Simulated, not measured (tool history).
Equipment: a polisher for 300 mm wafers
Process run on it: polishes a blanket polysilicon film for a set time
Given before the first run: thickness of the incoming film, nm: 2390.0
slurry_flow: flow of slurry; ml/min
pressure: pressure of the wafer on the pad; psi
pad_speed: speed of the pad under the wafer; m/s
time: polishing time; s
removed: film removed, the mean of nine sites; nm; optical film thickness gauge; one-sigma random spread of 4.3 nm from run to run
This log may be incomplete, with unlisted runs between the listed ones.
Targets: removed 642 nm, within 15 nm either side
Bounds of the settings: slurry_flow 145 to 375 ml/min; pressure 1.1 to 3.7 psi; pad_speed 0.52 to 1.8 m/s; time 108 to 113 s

{"run": 1, "hour": 0.0, "slurry_flow": 240, "pressure": 2.4, "pad_speed": 1.16, "time": 108, "removed": 712.47}
{"run": 2, "hour": 3.7, "slurry_flow": 240, "pressure": 2, "pad_speed": 1.16, "time": 108, "removed": 599.18}
{"run": 3, "hour": 9.0, "slurry_flow": 245, "pressure": 2, "pad_speed": 1.16, "time": 108, "removed": 598.9}
{"run": 4, "hour": 10.9, "slurry_flow": 245, "pressure": 2, "pad_speed": 1.16, "time": 113, "removed": 624.66}
{"run": 5, "hour": 18.0, "slurry_flow": 245, "pressure": 2, "pad_speed": 0.88, "time": 113, "removed": 478.85}
{"run": 6, "hour": 19.9, "slurry_flow": 245, "pressure": 2, "pad_speed": 0.88, "time": 113, "removed": 480.62}
{"run": 7, "hour": 23.4, "slurry_flow": 250, "pressure": 2.1, "pad_speed": 0.88, "time": 113, "removed": 505.08}
{"run": 8, "hour": 31.0, "slurry_flow": 255, "pressure": 2.2, "pad_speed": 0.88, "time": 113, "removed": 530.42}
{"run": 9, "hour": 36.6, "slurry_flow": 265, "pressure": 2.3, "pad_speed": 0.88, "time": 113, "removed": 552.86}
{"run": 10, "hour": 39.3, "slurry_flow": 265, "pressure": 2.4, "pad_speed": 0.88, "time": 113, "removed": 573.38}

Of the 4 settings listed for the next run, only one would bring every result within its allowed miss of target. Which one?
{"run": "A", "hour": 42.0, "slurry_flow": 225, "pressure": 2.7, "pad_speed": 0.68, "time": 109, "removed": "?"}
{"run": "B", "hour": 42.0, "slurry_flow": 320, "pressure": 2.7, "pad_speed": 0.88, "time": 110, "removed": "?"}
{"run": "C", "hour": 42.0, "slurry_flow": 325, "pressure": 3, "pad_speed": 0.82, "time": 113, "removed": "?"}
{"run": "D", "hour": 42.0, "slurry_flow": 260, "pressure": 2.1, "pad_speed": 0.92, "time": 112, "removed": "?"}

move=A removed=477.06
move=B removed=639.75
move=C removed=681.48
move=D removed=521.98
A: moves away from the targets compared with the last run
B: meets every target
C: moves the result that the last run missed by most past its target, out the other side
D: moves away from the targets compared with the last run
The right move is B.

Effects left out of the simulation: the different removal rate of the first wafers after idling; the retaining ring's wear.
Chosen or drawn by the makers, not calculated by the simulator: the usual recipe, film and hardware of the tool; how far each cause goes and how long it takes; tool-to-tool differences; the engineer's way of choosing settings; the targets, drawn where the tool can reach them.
